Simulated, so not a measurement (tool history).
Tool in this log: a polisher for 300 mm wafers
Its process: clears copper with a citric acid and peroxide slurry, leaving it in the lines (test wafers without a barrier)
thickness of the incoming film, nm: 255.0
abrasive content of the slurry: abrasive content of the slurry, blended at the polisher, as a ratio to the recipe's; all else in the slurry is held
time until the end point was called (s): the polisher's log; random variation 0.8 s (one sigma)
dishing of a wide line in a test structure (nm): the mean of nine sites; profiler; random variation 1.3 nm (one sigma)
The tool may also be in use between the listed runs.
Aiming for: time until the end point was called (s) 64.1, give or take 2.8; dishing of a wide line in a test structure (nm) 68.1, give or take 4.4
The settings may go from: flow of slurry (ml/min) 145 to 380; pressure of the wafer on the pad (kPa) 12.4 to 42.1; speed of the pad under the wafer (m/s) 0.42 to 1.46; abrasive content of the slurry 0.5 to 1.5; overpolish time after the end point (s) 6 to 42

run  hour  flow of slurry (ml/min)  pressure of the wafer on the pad (kPa)  speed of the pad under the wafer (m/s)  abrasive content of the slurry  overpolish time after the end point (s)  time until the end point was called (s)  dishing of a wide line in a test structure (nm)
  1     0                      245                                    26.9                                    0.94                               1                                       21                                   86.313                                           39.808
  2     1                      245                                    26.9                                    0.94                               1                                       17                                   89.839                                           33.454
  3   5.9                      245                                      29                                    0.94                               1                                       20                                   81.131                                             40.5
  4  11.3                      245                                    30.3                                    0.94                               1                                       22                                   78.061                                           45.786
  5    18                      245                                    31.7                                    0.94                               1                                       24                                   75.347                                            50.91
     20.7  -- slurry nozzle cleaned
  6  20.7                      245                                    31.7                                    0.94                               1                                       20                                   73.336                                           46.134
  7  22.5                      245                                    33.1                                    0.94                               1                                       22                                   67.923                                           50.729
  8  25.6                      245                                    33.8                                    0.94                               1                                       24                                   67.853                                           54.265
  9  29.3                      245                                    34.5                                    0.94                               1                                       25                                    67.44                                           57.957

Which one of the following 5 next-run settings gets every result inside its allowed miss? There is exactly one.
  A    33                      260                                    33.1                                    0.96                               1                                       18                                        ?                                                ?
  B    33                      185                                    27.6                                    1.26                               1                                       32                                        ?                                                ?
  C    33                      260                                    42.1                                     0.7                            1.15                                       23                                        ?                                                ?
  D    33                      260                                      31                                    0.94                               1                                       19                                        ?                                                ?
  E    33                      285                                    31.7                                    1.04                             0.8                                       16                                        ?                                                ?

move  time until the end point was called (s)  dishing of a wide line in a test structure (nm)
   A                                   67.373                                           45.927
   B                                   63.794                                           71.665
   C                                   70.759                                           54.042
   D                                   73.234                                           44.761
   E                                   66.828                                           41.967
A: lands further from the targets than the last run did
B: in spec on every target
C: lands further from the targets than the last run did
D: lands further from the targets than the last run did
E: lands further from the targets than the last run did
Go with B: it meets all targets.

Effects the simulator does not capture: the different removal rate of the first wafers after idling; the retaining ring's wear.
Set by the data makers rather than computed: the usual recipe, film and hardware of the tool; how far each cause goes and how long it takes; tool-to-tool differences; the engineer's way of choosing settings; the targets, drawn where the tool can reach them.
